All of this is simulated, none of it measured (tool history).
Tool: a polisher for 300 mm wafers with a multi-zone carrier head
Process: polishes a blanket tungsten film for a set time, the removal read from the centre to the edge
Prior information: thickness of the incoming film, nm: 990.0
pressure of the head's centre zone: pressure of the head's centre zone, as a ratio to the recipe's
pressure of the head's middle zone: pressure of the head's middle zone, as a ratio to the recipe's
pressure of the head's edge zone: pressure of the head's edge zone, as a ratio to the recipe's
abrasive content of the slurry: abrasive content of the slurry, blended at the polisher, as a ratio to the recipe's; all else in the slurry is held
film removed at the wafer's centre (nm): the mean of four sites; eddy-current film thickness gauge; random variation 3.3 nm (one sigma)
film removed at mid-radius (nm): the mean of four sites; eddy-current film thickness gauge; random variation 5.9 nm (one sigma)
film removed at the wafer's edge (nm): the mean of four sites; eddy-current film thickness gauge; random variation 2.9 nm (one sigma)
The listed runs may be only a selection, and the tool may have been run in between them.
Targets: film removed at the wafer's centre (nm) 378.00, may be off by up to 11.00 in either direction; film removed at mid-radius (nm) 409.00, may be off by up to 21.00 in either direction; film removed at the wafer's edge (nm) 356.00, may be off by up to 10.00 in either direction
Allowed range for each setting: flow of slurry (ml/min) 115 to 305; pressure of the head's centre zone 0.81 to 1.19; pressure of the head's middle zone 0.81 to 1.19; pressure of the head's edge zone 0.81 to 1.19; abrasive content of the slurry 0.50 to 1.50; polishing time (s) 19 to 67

run,hour,flow of slurry (ml/min),pressure of the head's centre zone,pressure of the head's middle zone,pressure of the head's edge zone,abrasive content of the slurry,polishing time (s),film removed at the wafer's centre (nm),film removed at mid-radius (nm),film removed at the wafer's edge (nm)
1,0.0,195,1.00,1.00,1.00,1.00,43,225.79,235.65,234.38
2,3.4,195,1.00,0.94,1.00,1.00,43,223.68,219.40,234.98
3,9.6,195,1.00,0.97,1.00,1.00,43,222.25,227.45,236.60
4,13.0,200,1.02,1.00,1.02,1.05,44,240.49,252.60,246.93
5,18.3,200,1.02,0.95,1.02,1.05,44,235.27,231.74,247.84
6,19.1,205,1.04,0.97,1.04,1.10,45,256.45,248.81,262.12
7,20.5,210,1.05,0.99,1.06,1.15,46,264.25,264.63,272.45
8,23.1,215,1.06,1.01,1.07,1.20,47,278.71,282.26,285.60
9,24.5,220,1.07,1.03,1.08,1.25,47,287.69,288.70,295.96
10,28.3,225,1.08,1.05,1.07,1.30,48,298.84,296.59,300.60
11,30.6,225,1.09,1.07,1.08,1.30,49,309.65,316.15,301.63
12,37.6,230,1.10,1.08,1.09,1.35,49,318.12,321.51,314.85
13,38.6,230,1.10,1.08,1.09,1.35,49,316.21,312.30,308.68
14,43.1,230,1.10,1.09,1.08,1.35,50,319.77,324.09,318.69
15,50.0,235,1.11,1.10,1.09,1.35,51,334.89,345.31,325.90
16,54.8,240,1.12,1.11,1.10,1.35,51,337.54,342.46,330.64
17,55.5,240,1.12,1.12,1.09,1.35,52,345.76,356.42,333.31
18,57.9,245,1.12,1.13,1.09,1.35,52,342.19,356.39,334.17
19,64.2,240,1.12,1.14,1.08,1.35,52,340.90,366.64,331.29
20,65.2,240,1.12,1.15,1.08,1.35,52,344.18,368.47,332.12
21,68.9,240,1.12,1.16,1.08,1.35,52,346.02,355.21,330.77

Consider the 4 candidate settings below. Which is the only one whose results all fall within their allowed miss of target?
A,72.6,275,1.07,1.12,1.05,1.40,58,?,?,?
B,72.6,225,1.06,1.07,1.16,1.45,56,?,?,?
C,72.6,215,1.10,1.15,0.95,1.30,60,?,?,?
D,72.6,160,1.10,1.03,1.19,1.50,56,?,?,?

move,film removed at the wafer's centre (nm),film removed at mid-radius (nm),film removed at the wafer's edge (nm)
A,375.69,405.09,370.33
B,354.29,371.50,373.88
C,376.04,406.18,348.27
D,348.44,344.75,368.57
A: meets the target for the result that was furthest off, but another lies outside its allowed miss
B: gains on the last run, yet a result remains outside its allowed miss
C: each result inside its tolerance
D: further off than the last run
So the answer is move C, the one that meets all the targets.

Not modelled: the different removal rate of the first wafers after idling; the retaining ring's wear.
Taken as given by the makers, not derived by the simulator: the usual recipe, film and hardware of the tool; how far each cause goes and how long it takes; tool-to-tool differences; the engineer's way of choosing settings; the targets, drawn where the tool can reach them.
